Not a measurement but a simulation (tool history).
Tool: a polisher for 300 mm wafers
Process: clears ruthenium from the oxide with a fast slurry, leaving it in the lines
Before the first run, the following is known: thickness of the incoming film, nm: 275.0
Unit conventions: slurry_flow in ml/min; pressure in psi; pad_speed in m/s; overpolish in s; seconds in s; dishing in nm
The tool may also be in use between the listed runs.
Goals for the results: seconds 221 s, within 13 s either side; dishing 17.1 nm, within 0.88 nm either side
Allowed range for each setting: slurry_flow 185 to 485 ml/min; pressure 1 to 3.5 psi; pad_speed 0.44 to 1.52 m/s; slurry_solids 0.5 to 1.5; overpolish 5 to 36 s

Run 1, day 0: slurry_flow 310 ml/min, pressure 2.2 psi, pad_speed 0.98 m/s, slurry_solids 1, overpolish 18 s. Result: seconds 104.49 s, dishing 41.317 nm.
Run 2, day 0.358: slurry_flow 310 ml/min, pressure 2.2 psi, pad_speed 0.98 m/s, slurry_solids 1, overpolish 11 s. Result: seconds 108.06 s, dishing 25.858 nm.
Run 3, day 0.721: slurry_flow 310 ml/min, pressure 1.9 psi, pad_speed 0.94 m/s, slurry_solids 1, overpolish 12 s. Result: seconds 124.98 s, dishing 23.889 nm.
Run 4, day 1.05: slurry_flow 310 ml/min, pressure 1.9 psi, pad_speed 0.7 m/s, slurry_solids 1, overpolish 12 s. Result: seconds 164.33 s, dishing 18.045 nm.
Run 5, day 1.108: slurry_flow 310 ml/min, pressure 1.7 psi, pad_speed 0.7 m/s, slurry_solids 1, overpolish 13 s. Result: seconds 188.65 s, dishing 17.495 nm.
Run 6, day 1.317: slurry_flow 355 ml/min, pressure 1.7 psi, pad_speed 0.7 m/s, slurry_solids 1, overpolish 13 s. Result: seconds 187.97 s, dishing 17.877 nm.
Run 7, day 1.642: slurry_flow 355 ml/min, pressure 1.6 psi, pad_speed 0.7 m/s, slurry_solids 1, overpolish 13 s. Result: seconds 198.87 s, dishing 16.799 nm.
Run 8, day 1.904: slurry_flow 355 ml/min, pressure 1.5 psi, pad_speed 0.7 m/s, slurry_solids 1, overpolish 13 s. Result: seconds 206.8 s, dishing 15.595 nm.

Exactly one of the 5 candidate moves below puts every result within its allowed miss. Which one?
Run A, day 2.167: slurry_flow 305 ml/min, pressure 1.5 psi, pad_speed 0.64 m/s, slurry_solids 1, overpolish 13 s. Result: seconds ?, dishing ?.
Run B, day 2.167: slurry_flow 365 ml/min, pressure 1.5 psi, pad_speed 0.54 m/s, slurry_solids 1.15, overpolish 13 s. Result: seconds ?, dishing ?.
Run C, day 2.167: slurry_flow 350 ml/min, pressure 1.2 psi, pad_speed 0.8 m/s, slurry_solids 1.05, overpolish 15 s. Result: seconds ?, dishing ?.
Run D, day 2.167: slurry_flow 465 ml/min, pressure 1.2 psi, pad_speed 0.84 m/s, slurry_solids 1.15, overpolish 13 s. Result: seconds ?, dishing ?.
Run E, day 2.167: slurry_flow 330 ml/min, pressure 1.6 psi, pad_speed 0.62 m/s, slurry_solids 1, overpolish 12 s. Result: seconds ?, dishing ?.

move  seconds  dishing
   A   228.65   14.531
   B   249.42   13.349
   C   220.95   17.265
   D      199   16.632
   E   220.15   13.946
A: the biggest miss grows against the last run
B: the biggest miss grows against the last run
C: every result within its allowed miss
D: gets the furthest-off result to its target, but another result is out of tolerance
E: the biggest miss grows against the last run
Answer: C

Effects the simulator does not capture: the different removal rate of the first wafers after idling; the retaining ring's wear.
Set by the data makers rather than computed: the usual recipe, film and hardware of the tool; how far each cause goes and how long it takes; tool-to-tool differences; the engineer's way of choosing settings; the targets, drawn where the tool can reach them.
